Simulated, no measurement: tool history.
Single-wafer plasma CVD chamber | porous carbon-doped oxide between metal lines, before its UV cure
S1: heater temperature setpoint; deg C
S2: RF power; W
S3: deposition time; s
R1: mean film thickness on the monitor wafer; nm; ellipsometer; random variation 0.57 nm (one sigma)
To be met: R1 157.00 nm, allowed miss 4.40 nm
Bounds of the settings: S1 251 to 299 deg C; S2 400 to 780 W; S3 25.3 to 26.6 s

| run | hour | S1 | S2 | S3 | R1 |
|---|---|---|---|---|---|
| 1 | 0.0 | 275 | 590 | 26.6 | 192.71 |
| 2 | 0.8 | 280 | 570 | 26.5 | 182.31 |
| 3 | 2.7 | 280 | 570 | 25.3 | 174.48 |
| 4 | 7.6 | 283 | 565 | 25.3 | 169.03 |
| 5 | 15.4 | 283 | 565 | 26.6 | 178.88 |
| 6 | 22.5 | 286 | 550 | 26.5 | 171.34 |
| 7 | 29.4 | 288 | 545 | 26.5 | 168.82 |
| 8 | 36.4 | 290 | 540 | 26.5 | 164.27 |
| 9 | 37.2 | 291 | 535 | 26.5 | 162.32 |
| 10 | 41.1 | 292 | 535 | 26.5 | 162.10 |

5 next moves are on the table. One of them brings every result within its allowed miss. Which?
| A | 45.0 | 296 | 565 | 26.6 | ? |
| B | 45.0 | 295 | 630 | 26.6 | ? |
| C | 45.0 | 293 | 470 | 26.6 | ? |
| D | 45.0 | 287 | 540 | 26.6 | ? |
| E | 45.0 | 286 | 525 | 25.3 | ? |

| move | R1 |
|---|---|
| A | 163.72 |
| B | 175.85 |
| C | 149.20 |
| D | 168.55 |
| E | 158.88 |
A: further off than the last run
B: further off than the last run
C: takes the result that was furthest off past its target
D: further off than the last run
E: meets every target
The right move is E.

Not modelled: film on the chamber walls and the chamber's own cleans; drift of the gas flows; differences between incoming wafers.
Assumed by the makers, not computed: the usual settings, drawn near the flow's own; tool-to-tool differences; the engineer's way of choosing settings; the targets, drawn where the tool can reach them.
